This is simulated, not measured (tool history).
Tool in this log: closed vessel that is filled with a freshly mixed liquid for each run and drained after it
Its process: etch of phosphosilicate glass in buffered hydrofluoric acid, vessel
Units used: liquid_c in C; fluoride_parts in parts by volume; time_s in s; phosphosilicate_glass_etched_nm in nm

run  hour  liquid_c  fluoride_parts  time_s  phosphosilicate_glass_etched_nm
  1   0.0      24.0            13.5      95                           811.20
  2   7.4      21.0            13.5      95                           683.24
  3  13.5      19.5            13.5      95                           626.39
  4  14.8      19.5            13.5     105                           692.02
  5  21.7      20.5            13.5     105                           740.02
  6  26.9      21.5            13.5     105                           780.53
  7  28.3      22.5            13.5     105                           823.12
  8  34.2      23.0            13.5     105                           850.18
  9  42.2      23.5            13.5     105                           866.02

Run 10 comes next. What will it give?
 10  47.6      24.0            13.5     105                                ?

phosphosilicate_glass_etched_nm: 891.81 nm
